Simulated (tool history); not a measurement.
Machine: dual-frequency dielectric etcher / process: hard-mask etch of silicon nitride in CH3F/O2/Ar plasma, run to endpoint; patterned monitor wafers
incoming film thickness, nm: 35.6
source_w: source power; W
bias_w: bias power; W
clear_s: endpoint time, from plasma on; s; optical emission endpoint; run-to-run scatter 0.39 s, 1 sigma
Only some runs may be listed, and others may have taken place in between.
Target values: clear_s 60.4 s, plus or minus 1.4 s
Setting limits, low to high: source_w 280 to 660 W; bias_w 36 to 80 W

{"run": 1, "hour": 0.0, "source_w": 470, "bias_w": 58, "clear_s": 52.212}
{"run": 2, "hour": 7.1, "source_w": 470, "bias_w": 54, "clear_s": 52.046}
{"run": 3, "hour": 13.3, "source_w": 470, "bias_w": 49, "clear_s": 53.741}
{"run": 4, "hour": 14.2, "source_w": 440, "bias_w": 49, "clear_s": 55.066}
{"run": 5, "hour": 15.7, "source_w": 430, "bias_w": 49, "clear_s": 55.121}
{"run": 6, "hour": 16.6, "source_w": 500, "bias_w": 49, "clear_s": 52.491}
{"run": 7, "hour": 17.3, "source_w": 480, "bias_w": 48, "clear_s": 54.197}
{"run": 8, "hour": 18.7, "source_w": 460, "bias_w": 47, "clear_s": 54.703}
{"run": 9, "hour": 20.6, "source_w": 440, "bias_w": 46, "clear_s": 56.476}
{"run": 10, "hour": 29.5, "source_w": 440, "bias_w": 46, "clear_s": 55.699}
{"run": 11, "hour": 34.3, "source_w": 430, "bias_w": 45, "clear_s": 56.325}
{"run": 12, "hour": 35.5, "source_w": 420, "bias_w": 44, "clear_s": 57.421}

Next run, 5 choices. One meets every target within its allowed miss, the rest don't. Which?
{"run": "A", "hour": 36.7, "source_w": 390, "bias_w": 48, "clear_s": "?"}
{"run": "B", "hour": 36.7, "source_w": 490, "bias_w": 48, "clear_s": "?"}
{"run": "C", "hour": 36.7, "source_w": 500, "bias_w": 48, "clear_s": "?"}
{"run": "D", "hour": 36.7, "source_w": 420, "bias_w": 51, "clear_s": "?"}
{"run": "E", "hour": 36.7, "source_w": 380, "bias_w": 40, "clear_s": "?"}

move=A clear_s=57.589
move=B clear_s=53.276
move=C clear_s=52.903
move=D clear_s=55.371
move=E clear_s=60.52
A: nearer the targets than the last run, but a result is still out of spec
B: lands further from the targets than the last run did
C: lands further from the targets than the last run did
D: lands further from the targets than the last run did
E: every result lands within tolerance
The right move is E.

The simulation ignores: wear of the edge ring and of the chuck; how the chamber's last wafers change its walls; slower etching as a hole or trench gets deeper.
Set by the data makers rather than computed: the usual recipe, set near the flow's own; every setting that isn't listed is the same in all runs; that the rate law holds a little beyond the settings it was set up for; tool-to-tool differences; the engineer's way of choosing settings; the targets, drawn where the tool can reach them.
